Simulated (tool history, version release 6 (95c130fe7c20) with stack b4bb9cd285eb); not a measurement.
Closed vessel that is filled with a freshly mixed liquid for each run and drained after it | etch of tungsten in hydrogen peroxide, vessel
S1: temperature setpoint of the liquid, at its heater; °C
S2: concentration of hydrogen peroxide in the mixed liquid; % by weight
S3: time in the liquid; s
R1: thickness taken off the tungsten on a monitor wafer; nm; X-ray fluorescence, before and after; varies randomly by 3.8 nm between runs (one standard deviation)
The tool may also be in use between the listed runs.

| run | hour | S1 | S2 | S3 | R1 |
|---|---|---|---|---|---|
| 1 | 0.0 | 47.0 | 18.0 | 105 | 197.730 |
| 2 | 9.2 | 40.0 | 18.0 | 105 | 125.580 |
| 3 | 12.8 | 37.5 | 18.0 | 105 | 106.510 |
| 4 | 22.0 | 37.5 | 20.5 | 105 | 113.480 |
| 5 | 23.4 | 32.0 | 20.5 | 105 | 78.385 |
| 6 | 29.6 | 32.0 | 24.0 | 105 | 84.076 |
| 7 | 33.0 | 32.0 | 24.0 | 105 | 86.037 |
| 8 | 39.2 | 37.5 | 24.0 | 105 | 123.900 |
| 9 | 44.3 | 41.5 | 24.0 | 105 | 159.430 |
| 10 | 46.2 | 44.5 | 24.0 | 105 | 194.870 |
| 11 | 47.2 | 47.0 | 24.0 | 105 | 226.450 |

Expected results for the next run?
| 12 | 51.0 | 49.0 | 24.0 | 105 | ? |

{"run 12": {"R1": 261.23}}
